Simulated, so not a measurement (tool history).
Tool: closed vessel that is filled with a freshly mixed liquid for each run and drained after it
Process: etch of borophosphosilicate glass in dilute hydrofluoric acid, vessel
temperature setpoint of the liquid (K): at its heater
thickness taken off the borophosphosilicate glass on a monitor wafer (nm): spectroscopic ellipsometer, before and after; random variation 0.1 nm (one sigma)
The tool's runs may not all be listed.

| run | hour | temperature setpoint of the liquid (K) | parts of water to one part of 49 % hydrofluoric acid (parts by volume) | time in the liquid (s) | thickness taken off the borophosphosilicate glass on a monitor wafer (nm) |
|---|---|---|---|---|---|
| 1 | 0 | 299.15 | 125 | 30 | 10.057 |
| 2 | 3.2 | 299.15 | 125 | 30 | 9.9884 |
| 3 | 7.8 | 300.65 | 120 | 30 | 10.966 |
| 4 | 13.3 | 301.65 | 115 | 30 | 11.993 |
| 5 | 15.7 | 302.65 | 115 | 30 | 12.436 |
| 6 | 23.6 | 303.65 | 115 | 30 | 12.997 |
| 7 | 27 | 304.15 | 115 | 30 | 13.316 |
| 8 | 34.7 | 304.15 | 115 | 30 | 13.274 |
| 9 | 40.1 | 304.65 | 115 | 30 | 13.45 |

Forecast run 10:
| 10 | 42.9 | 305.15 | 115 | 30 | ? |

thickness taken off the borophosphosilicate glass on a monitor wafer (nm): 13.526
